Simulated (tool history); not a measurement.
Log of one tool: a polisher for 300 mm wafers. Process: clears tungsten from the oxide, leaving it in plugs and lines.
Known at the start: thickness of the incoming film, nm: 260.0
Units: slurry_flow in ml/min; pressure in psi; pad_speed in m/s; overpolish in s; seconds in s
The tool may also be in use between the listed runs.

run	hour	slurry_flow	pressure	pad_speed	slurry_solids	overpolish	seconds
1	0.0	230	4.1	1.04	1.0	37	65.795
2	4.3	230	4.1	1.04	1.1	37	63.689
3	7.3	230	4.1	0.88	1.1	37	75.935
4	15.2	235	4.6	0.88	1.1	37	66.781
5	16.0	240	4.9	0.88	1.1	37	62.633
6	21.2	240	4.9	1.00	1.1	37	56.319
7	22.0	240	5.1	1.00	1.1	37	54.507
8	27.4	245	5.3	1.00	1.1	37	51.945
9	31.0	245	5.4	1.00	1.1	37	51.073
10	37.8	245	5.5	1.00	1.1	37	50.509

Forecast run 11:
11	43.4	250	5.6	1.00	1.1	37	?

seconds: 48.440 s
